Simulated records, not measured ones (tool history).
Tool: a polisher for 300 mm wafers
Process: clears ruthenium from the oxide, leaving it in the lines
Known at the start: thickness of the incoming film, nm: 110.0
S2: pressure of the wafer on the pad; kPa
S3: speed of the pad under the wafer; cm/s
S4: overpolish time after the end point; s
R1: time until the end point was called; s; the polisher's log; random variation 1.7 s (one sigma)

run 1 day=0 | flow_of_slurry_(ml/min)=120 S2=18.6 S3=88 S4=6 | R1=80.412
run 2 day=0.288 | flow_of_slurry_(ml/min)=120 S2=17.2 S3=88 S4=6 | R1=86.943
run 3 day=0.379 | flow_of_slurry_(ml/min)=120 S2=16.5 S3=88 S4=6 | R1=91.874
run 4 day=0.625 | flow_of_slurry_(ml/min)=120 S2=16.5 S3=88 S4=6 | R1=93.14
run 5 day=0.654 | flow_of_slurry_(ml/min)=120 S2=16.5 S3=108 S4=6 | R1=75.552
run 6 day=0.742 | flow_of_slurry_(ml/min)=120 S2=15.2 S3=108 S4=6 | R1=81.269

The next listed run, before its measurement:
run 7 day=0.896 | flow_of_slurry_(ml/min)=120 S2=14.5 S3=108 S4=6 | R1=?

R1: 86.601 s
